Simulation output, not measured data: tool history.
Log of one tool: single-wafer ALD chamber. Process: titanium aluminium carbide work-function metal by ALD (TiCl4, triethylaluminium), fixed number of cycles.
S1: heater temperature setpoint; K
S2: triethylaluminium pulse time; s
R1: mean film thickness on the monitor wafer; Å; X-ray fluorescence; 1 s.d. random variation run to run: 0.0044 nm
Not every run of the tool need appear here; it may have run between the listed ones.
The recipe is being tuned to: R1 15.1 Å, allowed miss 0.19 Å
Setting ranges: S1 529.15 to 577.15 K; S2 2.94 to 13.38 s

run,hour,S1,S2,R1
1,0,553.15,8.16,16.361
2,3.4,545.15,8.16,15.687
3,4,543.15,8.1,15.563
4,10.7,552.15,8.1,16.261
5,14.8,557.15,8.1,16.755
6,23,561.15,8.1,17.127
# hour 24.8: triethylaluminium bottle replaced
7,24.8,554.15,7.93,17.495
8,26.3,548.15,7.98,16.827
9,29.6,544.15,8.68,16.692

Pick the move, out of 4, that brings all results within their allowed miss; only one does.
A,32.9,542.15,5.57,?
B,32.9,538.15,5.49,?
C,32.9,540.15,5.25,?
D,32.9,533.15,5.9,?

move,R1
A,15.086
B,14.698
C,14.697
D,14.533
A: all results in spec
B: takes the biggest miss from the last run beyond its target
C: takes the biggest miss from the last run beyond its target
D: takes the biggest miss from the last run beyond its target
The move that meets every target is A.
